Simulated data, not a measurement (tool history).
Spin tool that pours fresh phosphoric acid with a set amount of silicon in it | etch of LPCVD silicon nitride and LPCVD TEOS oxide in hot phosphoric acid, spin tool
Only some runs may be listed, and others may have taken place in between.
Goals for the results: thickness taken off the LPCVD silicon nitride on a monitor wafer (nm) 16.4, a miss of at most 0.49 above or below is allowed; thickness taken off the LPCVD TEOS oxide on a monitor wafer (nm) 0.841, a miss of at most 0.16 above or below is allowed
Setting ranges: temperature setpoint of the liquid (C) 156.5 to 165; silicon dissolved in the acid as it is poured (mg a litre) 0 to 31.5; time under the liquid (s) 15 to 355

run	day	temperature setpoint of the liquid (C)	silicon dissolved in the acid as it is poured (mg a litre)	time under the liquid (s)	thickness taken off the LPCVD silicon nitride on a monitor wafer (nm)	thickness taken off the LPCVD TEOS oxide on a monitor wafer (nm)
1	0	160	14	180	14.8	0.71821
2	0.167	160.5	14	180	15.019	0.72086
3	0.267	161.5	14	180	15.398	0.87406
4	0.333	159.5	14	180	14.481	0.72994
5	0.508	159.5	8	180	14.502	0.78649
6	0.567	159.5	9	180	14.573	0.89173
7	0.862	160	10	180	14.618	0.83693
# day 0.912: thermometer replaced
8	0.912	160.5	11	180	14.397	0.70533

Below are 4 possible settings for the next run. Only one of them brings all results inside the allowed miss of their targets. Which is it?
A	0.962	165	14	155	?	?
B	0.962	164	29	165	?	?
C	0.962	156.5	4.5	235	?	?
D	0.962	156.5	11.5	200	?	?

move	thickness taken off the LPCVD silicon nitride on a monitor wafer (nm)	thickness taken off the LPCVD TEOS oxide on a monitor wafer (nm)
A	14.529	0.83313
B	14.966	0.52304
C	16.573	0.83051
D	14.105	0.60884
A: closes in on the targets versus the last run, not all within tolerance yet
B: closes in on the targets versus the last run, not all within tolerance yet
C: each result inside its tolerance
D: moves away from the targets compared with the last run
Move C is the one to make.
